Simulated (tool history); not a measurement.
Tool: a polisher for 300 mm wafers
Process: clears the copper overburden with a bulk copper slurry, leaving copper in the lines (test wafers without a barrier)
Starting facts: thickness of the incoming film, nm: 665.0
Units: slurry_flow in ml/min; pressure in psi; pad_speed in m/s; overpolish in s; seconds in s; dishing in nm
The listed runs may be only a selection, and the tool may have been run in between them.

{"run": 1, "hour": 0.0, "slurry_flow": 140, "pressure": 1.8, "pad_speed": 0.88, "slurry_solids": 1.0, "overpolish": 22, "seconds": 138.08, "dishing": 66.209}
{"run": 2, "hour": 1.5, "slurry_flow": 150, "pressure": 1.7, "pad_speed": 0.94, "slurry_solids": 1.05, "overpolish": 20, "seconds": 136.33, "dishing": 61.958}
{"run": 3, "hour": 3.2, "slurry_flow": 180, "pressure": 1.7, "pad_speed": 0.94, "slurry_solids": 1.05, "overpolish": 20, "seconds": 130.04, "dishing": 64.551}
{"run": 4, "hour": 11.2, "slurry_flow": 175, "pressure": 1.7, "pad_speed": 1.0, "slurry_solids": 1.1, "overpolish": 18, "seconds": 119.64, "dishing": 62.38}
{"run": 5, "hour": 17.0, "slurry_flow": 170, "pressure": 1.7, "pad_speed": 1.04, "slurry_solids": 1.15, "overpolish": 17, "seconds": 115.8, "dishing": 59.937}
{"run": 6, "hour": 24.1, "slurry_flow": 160, "pressure": 1.7, "pad_speed": 1.08, "slurry_solids": 1.2, "overpolish": 16, "seconds": 111.09, "dishing": 61.345}
{"run": 7, "hour": 29.1, "slurry_flow": 170, "pressure": 1.7, "pad_speed": 1.12, "slurry_solids": 1.25, "overpolish": 15, "seconds": 102.22, "dishing": 62.163}
{"run": 8, "hour": 34.1, "slurry_flow": 175, "pressure": 1.7, "pad_speed": 1.16, "slurry_solids": 1.3, "overpolish": 14, "seconds": 99.67, "dishing": 61.014}
{"run": 9, "hour": 37.9, "slurry_flow": 180, "pressure": 1.7, "pad_speed": 1.18, "slurry_solids": 1.35, "overpolish": 13, "seconds": 96.585, "dishing": 57.572}
{"hour": 44.3, "done": "slurry nozzle cleaned"}
{"run": 10, "hour": 44.3, "slurry_flow": 185, "pressure": 1.7, "pad_speed": 1.2, "slurry_solids": 1.35, "overpolish": 12, "seconds": 85.507, "dishing": 58.097}
{"run": 11, "hour": 46.4, "slurry_flow": 190, "pressure": 1.7, "pad_speed": 1.22, "slurry_solids": 1.35, "overpolish": 11, "seconds": 83.503, "dishing": 55.303}
{"run": 12, "hour": 54.9, "slurry_flow": 195, "pressure": 1.7, "pad_speed": 1.22, "slurry_solids": 1.35, "overpolish": 10, "seconds": 82.12, "dishing": 52.65}

Expected results for the next run?
{"run": 13, "hour": 62.2, "slurry_flow": 200, "pressure": 1.7, "pad_speed": 1.22, "slurry_solids": 1.35, "overpolish": 10, "seconds": "?", "dishing": "?"}

seconds: 82.680 s
dishing: 51.581 nm
